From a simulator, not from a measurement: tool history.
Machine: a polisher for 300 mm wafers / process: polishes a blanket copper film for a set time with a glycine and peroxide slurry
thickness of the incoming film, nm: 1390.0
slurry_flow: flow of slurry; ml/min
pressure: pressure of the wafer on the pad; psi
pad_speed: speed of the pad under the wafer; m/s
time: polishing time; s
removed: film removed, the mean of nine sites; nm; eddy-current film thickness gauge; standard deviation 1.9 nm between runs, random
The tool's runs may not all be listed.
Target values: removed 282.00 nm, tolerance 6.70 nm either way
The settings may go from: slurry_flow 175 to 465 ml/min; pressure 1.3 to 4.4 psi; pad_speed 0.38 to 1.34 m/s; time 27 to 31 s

run	hour	slurry_flow	pressure	pad_speed	time	removed
1	0.0	295	2.8	0.86	31	168.61
2	4.2	300	3.2	0.88	31	190.31
3	10.4	305	3.5	0.90	31	209.32
4	14.2	235	3.5	0.90	31	208.03
5	18.5	235	3.5	0.90	31	206.45
6	21.5	235	3.5	0.90	27	178.34
7	29.0	235	3.5	0.90	27	178.52
8	32.9	265	4.3	1.14	27	263.87
9	39.3	275	4.3	1.16	27	265.29
10	41.7	275	4.3	1.16	27	269.79
# hour 50.5: head pressure recalibrated
11	50.5	290	4.4	1.18	27	260.99
12	51.6	270	4.4	1.20	27	264.67
13	54.2	285	4.4	1.22	27	266.31

4 candidate next runs follow, results not yet known. Just one meets every target within its allowed miss. Identify it.
A	56.8	330	4.0	1.14	30	?
B	56.8	310	4.4	1.14	28	?
C	56.8	265	4.2	1.32	28	?
D	56.8	310	4.2	1.22	27	?

move	removed
A	259.50
B	262.38
C	281.95
D	257.23
A: further off than the last run
B: further off than the last run
C: all results in spec
D: further off than the last run
Answer: C
